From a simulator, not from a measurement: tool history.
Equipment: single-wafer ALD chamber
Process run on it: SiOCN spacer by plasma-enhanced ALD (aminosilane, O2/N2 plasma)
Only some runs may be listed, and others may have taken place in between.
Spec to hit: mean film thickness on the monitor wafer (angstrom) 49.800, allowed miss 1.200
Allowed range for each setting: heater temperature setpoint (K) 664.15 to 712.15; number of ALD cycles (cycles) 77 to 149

run,hour,heater temperature setpoint (K),number of ALD cycles (cycles),mean film thickness on the monitor wafer (angstrom)
1,0.0,688.15,113,64.863
2,4.0,691.15,106,60.426
3,7.7,693.15,101,57.431
4,11.4,693.15,107,60.256
5,12.4,684.15,107,62.890
6,19.0,688.15,107,61.654
# hour 23.8: thermocouple changed; heater temperature recalibrated
7,23.8,692.15,102,56.655
8,29.5,695.15,101,55.758
9,31.5,701.15,88,47.403
10,37.2,701.15,88,47.558
11,38.7,700.15,88,47.585
12,42.3,699.15,88,47.193
13,50.9,698.15,89,48.141
14,57.0,698.15,89,48.584
15,63.1,697.15,89,48.350

Next run, 4 choices. One meets every target within its allowed miss, the rest don't. Which?
A,69.2,700.15,83,?
B,69.2,702.15,93,?
C,69.2,699.15,88,?
D,69.2,701.15,87,?

move,mean film thickness on the monitor wafer (angstrom)
A,44.821
B,49.845
C,47.699
D,46.805
A: further off than the last run
B: in spec on every target
C: further off than the last run
D: further off than the last run
B is the move that brings every result within its allowed miss.
